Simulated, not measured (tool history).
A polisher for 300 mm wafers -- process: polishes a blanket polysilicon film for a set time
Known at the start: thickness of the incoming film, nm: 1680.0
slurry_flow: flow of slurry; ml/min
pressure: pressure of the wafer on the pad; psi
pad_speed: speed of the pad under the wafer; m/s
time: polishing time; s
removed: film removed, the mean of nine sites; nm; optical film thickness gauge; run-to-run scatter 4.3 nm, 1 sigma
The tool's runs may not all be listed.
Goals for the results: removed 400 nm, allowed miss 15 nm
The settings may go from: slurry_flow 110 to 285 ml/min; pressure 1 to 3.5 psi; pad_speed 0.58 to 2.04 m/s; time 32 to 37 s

Run 1, hour 0: slurry_flow 180 ml/min, pressure 2.2 psi, pad_speed 1.3 m/s, time 37 s. Result: removed 319.93 nm.
Run 2, hour 3.6: slurry_flow 180 ml/min, pressure 2.3 psi, pad_speed 1.3 m/s, time 37 s. Result: removed 329.26 nm.
Run 3, hour 8.5: slurry_flow 180 ml/min, pressure 2.4 psi, pad_speed 1.3 m/s, time 37 s. Result: removed 345.52 nm.
Run 4, hour 15.3: slurry_flow 180 ml/min, pressure 2.4 psi, pad_speed 1.3 m/s, time 32 s. Result: removed 295.05 nm.
Run 5, hour 18.3: slurry_flow 155 ml/min, pressure 2.4 psi, pad_speed 1.3 m/s, time 32 s. Result: removed 294.25 nm.
Run 6, hour 19.5: slurry_flow 155 ml/min, pressure 2.4 psi, pad_speed 1.3 m/s, time 32 s. Result: removed 292.75 nm.
Run 7, hour 22.4: slurry_flow 165 ml/min, pressure 2.5 psi, pad_speed 1.3 m/s, time 32 s. Result: removed 307.53 nm.
Run 8, hour 23.6: slurry_flow 170 ml/min, pressure 3.1 psi, pad_speed 1.32 m/s, time 32 s. Result: removed 382.99 nm.

Which of these 4 next moves meets every target?
Run A, hour 24.8: slurry_flow 170 ml/min, pressure 2.7 psi, pad_speed 1.46 m/s, time 37 s. Result: removed ?.
Run B, hour 24.8: slurry_flow 165 ml/min, pressure 3.5 psi, pad_speed 1.08 m/s, time 36 s. Result: removed ?.
Run C, hour 24.8: slurry_flow 130 ml/min, pressure 3.4 psi, pad_speed 1.04 m/s, time 35 s. Result: removed ?.
Run D, hour 24.8: slurry_flow 180 ml/min, pressure 3.1 psi, pad_speed 1.42 m/s, time 34 s. Result: removed ?.

move  removed
   A   424.06
   B    400.6
   C   349.77
   D   438.47
A: the result that was furthest off in the last run now lies on the other side of its target
B: in spec on every target
C: further off than the last run
D: the result that was furthest off in the last run now lies on the other side of its target
B is the move that brings every result within its allowed miss.
